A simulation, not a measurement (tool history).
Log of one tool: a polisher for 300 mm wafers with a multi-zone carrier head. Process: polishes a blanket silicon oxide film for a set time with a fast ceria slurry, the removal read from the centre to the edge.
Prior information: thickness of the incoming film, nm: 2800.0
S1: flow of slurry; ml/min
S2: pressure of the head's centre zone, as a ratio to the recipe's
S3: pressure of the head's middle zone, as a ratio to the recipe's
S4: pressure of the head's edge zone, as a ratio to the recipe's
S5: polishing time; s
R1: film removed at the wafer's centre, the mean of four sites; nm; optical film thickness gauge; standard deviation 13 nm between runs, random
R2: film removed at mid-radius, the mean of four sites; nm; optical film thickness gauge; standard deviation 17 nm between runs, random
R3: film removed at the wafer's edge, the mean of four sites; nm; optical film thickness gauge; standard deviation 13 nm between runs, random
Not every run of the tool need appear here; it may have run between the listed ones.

run 1 day=0 | S1=205 S2=1 S3=1 S4=1 S5=85 | R1=1165 R2=1130.3 R3=1169.4
run 2 day=0.3 | S1=215 S2=1.04 S3=1.01 S4=1.02 S5=86 | R1=1202.8 R2=1157.3 R3=1201.2
run 3 day=0.358 | S1=220 S2=1.08 S3=1.01 S4=1.02 S5=88 | R1=1311.1 R2=1202.6 R3=1233.1
run 4 day=0.488 | S1=230 S2=1.1 S3=1.01 S4=1.03 S5=89 | R1=1328.5 R2=1194.8 R3=1256
run 5 day=0.771 | S1=230 S2=1.12 S3=1.02 S4=1.03 S5=90 | R1=1381.6 R2=1225.4 R3=1255.7
run 6 day=0.954 | S1=230 S2=1.04 S3=1.02 S4=1.03 S5=90 | R1=1277.2 R2=1207 R3=1266.8

Run 7 is up next; what results do you expect?
run 7 day=1.088 | S1=230 S2=1.07 S3=1.02 S4=1.03 S5=91 | R1=? R2=? R3=?

Logged for run 7: R1 1336.7 nm, R2 1252.5 nm, R3 1298.1 nm.
